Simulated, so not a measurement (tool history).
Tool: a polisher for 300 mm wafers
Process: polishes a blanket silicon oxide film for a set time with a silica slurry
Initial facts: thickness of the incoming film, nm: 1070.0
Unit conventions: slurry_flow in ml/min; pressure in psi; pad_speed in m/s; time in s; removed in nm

Run 1, day 0: slurry_flow 150 ml/min, pressure 4.5 psi, pad_speed 1.32 m/s, slurry_solids 1, time 47 s. Result: removed 222.78 nm.
Run 2, day 0.242: slurry_flow 150 ml/min, pressure 4.5 psi, pad_speed 1.62 m/s, slurry_solids 1, time 47 s. Result: removed 251.76 nm.
Run 3, day 0.388: slurry_flow 150 ml/min, pressure 4.5 psi, pad_speed 1.62 m/s, slurry_solids 1.1, time 47 s. Result: removed 265.46 nm.
Run 4, day 0.554: slurry_flow 150 ml/min, pressure 3.9 psi, pad_speed 1.62 m/s, slurry_solids 1.1, time 47 s. Result: removed 232.27 nm.
Run 5, day 0.921: slurry_flow 150 ml/min, pressure 3.2 psi, pad_speed 1.62 m/s, slurry_solids 1.1, time 47 s. Result: removed 190.45 nm.
Run 6, day 1.171: slurry_flow 185 ml/min, pressure 3.2 psi, pad_speed 1.62 m/s, slurry_solids 1.1, time 47 s. Result: removed 199.49 nm.

Run 7, settings as shown, results not yet in. Your forecast:
Run 7, day 1.338: slurry_flow 190 ml/min, pressure 3.9 psi, pad_speed 1.62 m/s, slurry_solids 1.1, time 47 s. Result: removed ?.

Run 7 yielded removed 241.75 nm.
